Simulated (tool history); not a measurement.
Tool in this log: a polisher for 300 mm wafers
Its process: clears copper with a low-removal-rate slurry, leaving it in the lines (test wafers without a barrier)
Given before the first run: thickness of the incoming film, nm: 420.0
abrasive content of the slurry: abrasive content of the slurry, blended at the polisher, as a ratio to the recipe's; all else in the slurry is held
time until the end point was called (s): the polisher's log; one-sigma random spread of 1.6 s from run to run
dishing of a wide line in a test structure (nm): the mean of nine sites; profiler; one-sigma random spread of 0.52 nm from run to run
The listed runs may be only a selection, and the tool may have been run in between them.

| run | hour | flow of slurry (ml/min) | pressure of the wafer on the pad (psi) | speed of the pad under the wafer (cm/s) | abrasive content of the slurry | overpolish time after the end point (s) | time until the end point was called (s) | dishing of a wide line in a test structure (nm) |
|---|---|---|---|---|---|---|---|---|
| 1 | 0.0 | 280 | 3.7 | 118 | 1.0 | 15 | 104.70 | 50.301 |
| 2 | 0.5 | 280 | 3.7 | 118 | 1.0 | 9 | 102.73 | 31.286 |
| 3 | 3.5 | 280 | 3.7 | 106 | 1.0 | 9 | 112.37 | 28.579 |
| 4 | 4.6 | 275 | 3.4 | 106 | 1.0 | 10 | 122.78 | 29.289 |
| 5 | 9.0 | 275 | 3.2 | 106 | 1.0 | 11 | 128.72 | 30.321 |
| 6 | 14.2 | 305 | 3.2 | 106 | 1.0 | 11 | 126.92 | 30.391 |

Run 7 is up next; what results do you expect?
| 7 | 21.4 | 295 | 3.1 | 106 | 1.0 | 12 | ? | ? |

time until the end point was called (s): 136.22
dishing of a wide line in a test structure (nm): 31.128
